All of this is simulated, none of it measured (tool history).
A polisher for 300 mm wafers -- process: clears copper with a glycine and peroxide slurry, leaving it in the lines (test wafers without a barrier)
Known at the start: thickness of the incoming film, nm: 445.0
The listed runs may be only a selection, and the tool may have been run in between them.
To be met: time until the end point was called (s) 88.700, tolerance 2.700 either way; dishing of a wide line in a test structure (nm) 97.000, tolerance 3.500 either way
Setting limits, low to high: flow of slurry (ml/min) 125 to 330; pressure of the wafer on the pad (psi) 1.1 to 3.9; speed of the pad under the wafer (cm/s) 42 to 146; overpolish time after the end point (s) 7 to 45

run	hour	flow of slurry (ml/min)	pressure of the wafer on the pad (psi)	speed of the pad under the wafer (cm/s)	overpolish time after the end point (s)	time until the end point was called (s)	dishing of a wide line in a test structure (nm)
1	0.0	210	2.5	94	23	69.289	87.436
2	5.5	205	2.4	94	24	72.935	85.801
3	13.6	205	2.4	106	24	65.813	92.849
4	19.2	205	2.4	126	24	58.469	98.810
5	23.6	205	2.4	126	31	58.254	117.610
6	31.2	200	2.2	126	32	62.447	110.840
7	32.4	195	2.1	124	33	66.586	110.340
8	37.6	195	2.1	124	33	66.501	111.850
9	40.1	190	2.0	124	33	68.658	109.240
10	44.3	185	1.9	124	33	73.822	102.180
11	50.1	180	1.9	124	33	73.019	102.520
12	54.4	175	1.9	124	34	73.111	104.110

Consider the 4 candidate settings below. Which is the only one whose results all fall within their allowed miss of target?
A	58.7	160	1.7	108	36	?	?
B	58.7	160	2.6	136	28	?	?
C	58.7	155	1.7	120	42	?	?
D	58.7	180	2.0	128	35	?	?

move	time until the end point was called (s)	dishing of a wide line in a test structure (nm)
A	87.858	95.623
B	52.789	115.640
C	82.079	108.490
D	67.782	110.700
A: each result inside its tolerance
B: moves away from the targets compared with the last run
C: moves toward the targets from the last run without getting all of them in spec
D: moves away from the targets compared with the last run
Answer: A
